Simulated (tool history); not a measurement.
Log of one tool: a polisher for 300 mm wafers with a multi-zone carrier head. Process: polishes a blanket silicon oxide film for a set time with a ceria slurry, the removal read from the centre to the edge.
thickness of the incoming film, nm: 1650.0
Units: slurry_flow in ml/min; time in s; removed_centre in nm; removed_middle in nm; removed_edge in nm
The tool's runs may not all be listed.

run	hour	slurry_flow	centre_zone	middle_zone	edge_zone	time	removed_centre	removed_middle	removed_edge
1	0.0	120	1.00	1.00	1.00	39	245.32	248.14	254.18
2	6.0	140	1.00	1.00	1.00	39	254.21	256.34	250.90
3	8.3	140	1.00	1.00	1.08	39	255.96	256.09	265.97
4	17.2	140	0.97	0.99	1.05	37	236.17	239.85	247.31
5	18.3	140	0.97	0.99	1.05	27	169.07	176.42	176.92
6	25.0	140	0.96	1.00	1.06	27	170.23	174.51	181.10

The next listed run, before its measurement:
7	25.7	145	0.89	1.10	1.03	28	?	?	?

Run 7 gave removed_centre 166.62 nm, removed_middle 204.39 nm, removed_edge 183.91 nm.
